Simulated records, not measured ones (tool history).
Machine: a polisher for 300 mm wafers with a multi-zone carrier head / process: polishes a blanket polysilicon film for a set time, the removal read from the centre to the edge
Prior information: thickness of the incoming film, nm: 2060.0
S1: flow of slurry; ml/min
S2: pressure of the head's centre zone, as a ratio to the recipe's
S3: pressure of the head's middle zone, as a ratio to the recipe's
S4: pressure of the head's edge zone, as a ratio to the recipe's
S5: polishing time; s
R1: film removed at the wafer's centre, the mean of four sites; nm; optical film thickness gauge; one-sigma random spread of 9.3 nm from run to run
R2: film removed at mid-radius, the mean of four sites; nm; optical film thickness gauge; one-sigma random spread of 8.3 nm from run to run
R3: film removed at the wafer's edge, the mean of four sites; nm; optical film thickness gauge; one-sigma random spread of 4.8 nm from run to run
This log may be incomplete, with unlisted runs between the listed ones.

run	hour	S1	S2	S3	S4	S5	R1	R2	R3
1	0	165	1	1	1	66	621.25	644.8	604.52
2	3.4	180	1	1	1	66	628.08	661.13	601.38
3	8.8	185	1.03	1.01	1.03	68	675.99	674.43	637.38
4	12.4	195	1.05	1.03	1.04	69	699.63	719.12	643.88
5	19.8	155	1.05	1.03	1.04	69	662.47	692.02	628.75
6	27	155	1.12	1.03	1.04	69	720.05	693.17	630.58
7	35.5	170	1.12	1.04	1.06	70	730.42	711.95	662.91
8	44.5	180	1.13	1.05	1.06	70	749.23	719.54	660.1

The next listed run, before its measurement:
9	49.6	190	1.13	1.06	1.07	70	?	?	?

{"run 9": {"R1": 743.87, "R2": 732.21, "R3": 664.67}}

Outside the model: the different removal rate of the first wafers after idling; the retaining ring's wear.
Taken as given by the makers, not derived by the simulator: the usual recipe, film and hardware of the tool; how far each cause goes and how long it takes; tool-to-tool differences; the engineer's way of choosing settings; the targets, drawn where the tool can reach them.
